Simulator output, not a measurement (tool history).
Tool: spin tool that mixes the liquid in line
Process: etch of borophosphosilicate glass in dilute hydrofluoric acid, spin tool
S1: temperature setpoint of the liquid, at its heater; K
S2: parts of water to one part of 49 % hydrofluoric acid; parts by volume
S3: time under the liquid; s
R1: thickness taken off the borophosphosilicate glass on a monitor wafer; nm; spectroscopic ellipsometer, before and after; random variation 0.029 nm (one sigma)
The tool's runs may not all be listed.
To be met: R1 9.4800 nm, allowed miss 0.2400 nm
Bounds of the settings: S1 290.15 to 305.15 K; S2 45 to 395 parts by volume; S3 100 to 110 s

| run | hour | S1 | S2 | S3 | R1 |
|---|---|---|---|---|---|
| 1 | 0.0 | 297.15 | 220 | 100 | 13.3060 |
| 2 | 1.9 | 295.15 | 225 | 100 | 12.0420 |
| 3 | 9.9 | 298.65 | 225 | 100 | 13.6540 |
| 4 | 18.6 | 296.65 | 230 | 100 | 12.3080 |
| 5 | 26.2 | 296.65 | 230 | 110 | 13.6460 |
| 6 | 34.9 | 295.15 | 235 | 110 | 12.5150 |
| 7 | 37.8 | 293.65 | 240 | 110 | 11.5240 |
| 8 | 46.3 | 292.65 | 245 | 110 | 10.8020 |
| 9 | 53.2 | 292.15 | 245 | 110 | 10.6410 |
| 10 | 56.8 | 291.65 | 245 | 110 | 10.4330 |

Which of these 5 next moves meets every target?
| A | 60.4 | 291.15 | 240 | 100 | ? |
| B | 60.4 | 290.15 | 220 | 100 | ? |
| C | 60.4 | 297.65 | 275 | 100 | ? |
| D | 60.4 | 291.15 | 225 | 100 | ? |
| E | 60.4 | 292.15 | 235 | 100 | ? |

| move | R1 |
|---|---|
| A | 9.5615 |
| B | 10.2130 |
| C | 10.2530 |
| D | 10.3390 |
| E | 10.1940 |
A: meets every target
B: nearer than the last run, and not there yet
C: nearer than the last run, and not there yet
D: nearer than the last run, and not there yet
E: nearer than the last run, and not there yet
The right move is A.
